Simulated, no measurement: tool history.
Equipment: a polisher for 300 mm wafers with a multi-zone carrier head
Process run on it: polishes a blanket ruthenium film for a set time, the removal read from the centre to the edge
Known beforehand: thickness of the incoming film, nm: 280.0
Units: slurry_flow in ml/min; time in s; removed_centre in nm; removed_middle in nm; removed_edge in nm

run,hour,slurry_flow,centre_zone,middle_zone,edge_zone,time,removed_centre,removed_middle,removed_edge
1,0.0,145,1.00,1.00,1.00,58,117.17,119.50,118.44
2,2.6,155,1.02,1.03,1.04,60,123.60,130.00,124.21
3,11.4,120,1.02,1.03,1.04,60,120.08,123.57,121.22
4,17.4,130,1.04,1.04,1.07,63,129.25,134.51,130.92
5,21.8,130,1.07,1.04,1.07,63,131.01,134.08,131.37
6,22.4,130,1.07,1.04,1.07,50,103.34,106.47,100.71
7,26.9,140,1.09,1.04,1.09,55,118.83,116.99,116.50

Estimate the outcome of run 8 from the log above:
8,30.9,155,1.11,1.07,1.11,57,?,?,?

removed_centre: 125.20 nm
removed_middle: 125.53 nm
removed_edge: 121.43 nm
